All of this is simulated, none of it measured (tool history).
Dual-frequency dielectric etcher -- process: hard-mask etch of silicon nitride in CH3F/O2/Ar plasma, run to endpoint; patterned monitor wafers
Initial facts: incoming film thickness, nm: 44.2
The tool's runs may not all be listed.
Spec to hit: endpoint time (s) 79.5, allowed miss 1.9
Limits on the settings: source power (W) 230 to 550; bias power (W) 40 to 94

Run 1, hour 0: source power (W) 390, bias power (W) 67. Result: endpoint time (s) 70.451.
Run 2, hour 3.8: source power (W) 380, bias power (W) 66. Result: endpoint time (s) 72.425.
Run 3, hour 6.7: source power (W) 370, bias power (W) 66. Result: endpoint time (s) 72.654.
Run 4, hour 11.2: source power (W) 360, bias power (W) 66. Result: endpoint time (s) 74.284.
Run 5, hour 16.6: source power (W) 360, bias power (W) 61. Result: endpoint time (s) 74.766.
Run 6, hour 23.1: source power (W) 360, bias power (W) 71. Result: endpoint time (s) 72.454.
Run 7, hour 28.3: source power (W) 350, bias power (W) 71. Result: endpoint time (s) 72.513.
Run 8, hour 30.4: source power (W) 340, bias power (W) 71. Result: endpoint time (s) 74.605.
Run 9, hour 33.3: source power (W) 330, bias power (W) 71. Result: endpoint time (s) 74.722.
Run 10, hour 40.4: source power (W) 330, bias power (W) 71. Result: endpoint time (s) 74.341.
Run 11, hour 42.8: source power (W) 320, bias power (W) 71. Result: endpoint time (s) 75.656.

Consider the 5 candidate settings below. Which is the only one whose results all fall within their allowed miss of target?
Run A, hour 45.2: source power (W) 340, bias power (W) 73. Result: endpoint time (s) ?.
Run B, hour 45.2: source power (W) 340, bias power (W) 64. Result: endpoint time (s) ?.
Run C, hour 45.2: source power (W) 340, bias power (W) 76. Result: endpoint time (s) ?.
Run D, hour 45.2: source power (W) 270, bias power (W) 66. Result: endpoint time (s) ?.
Run E, hour 45.2: source power (W) 310, bias power (W) 63. Result: endpoint time (s) ?.

move  endpoint time (s)
   A             73.814
   B             76.535
   C             72.975
   D             84.447
   E             80.179
A: moves away from the targets compared with the last run
B: nearer the targets than the last run, but a result is still out of spec
C: moves away from the targets compared with the last run
D: takes the result that was furthest off past its target
E: each result inside its tolerance
Correct choice: E, which meets every target
